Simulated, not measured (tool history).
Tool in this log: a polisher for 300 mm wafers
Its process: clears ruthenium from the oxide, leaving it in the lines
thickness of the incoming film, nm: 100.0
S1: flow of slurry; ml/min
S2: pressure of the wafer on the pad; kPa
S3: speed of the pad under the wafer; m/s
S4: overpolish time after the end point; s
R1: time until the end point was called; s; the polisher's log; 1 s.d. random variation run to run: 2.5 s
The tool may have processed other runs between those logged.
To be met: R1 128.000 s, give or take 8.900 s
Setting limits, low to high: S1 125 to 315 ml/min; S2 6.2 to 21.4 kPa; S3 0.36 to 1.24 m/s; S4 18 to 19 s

run,day,S1,S2,S3,S4,R1
1,0.000,205,13.8,0.80,18,97.177
2,0.083,240,13.8,0.80,18,95.580
3,0.150,195,13.8,0.80,18,94.849
4,0.379,195,13.1,0.80,18,101.620
5,0.492,195,13.1,0.72,18,108.680
6,0.662,195,13.1,0.82,18,98.693
7,0.746,195,12.4,0.82,18,104.250
8,0.812,195,11.7,0.82,18,108.330
# day 1.179: worn pad replaced by a new one
9,1.179,195,11.7,0.82,18,103.960
10,1.308,195,11.0,0.80,18,114.780

Next run, 5 choices. One meets every target within its allowed miss, the rest don't. Which?
A,1.438,210,9.7,0.78,18,?
B,1.438,220,9.7,0.66,19,?
C,1.438,215,6.9,0.92,19,?
D,1.438,145,9.7,0.72,19,?
E,1.438,180,11.7,0.80,19,?

move,R1
A,129.220
B,150.920
C,151.050
D,148.860
E,107.090
A: every result within its allowed miss
B: carries the result that was furthest off beyond its target, to the other side
C: carries the result that was furthest off beyond its target, to the other side
D: carries the result that was furthest off beyond its target, to the other side
E: misses by more than the last run did
Go with A: it meets all targets.
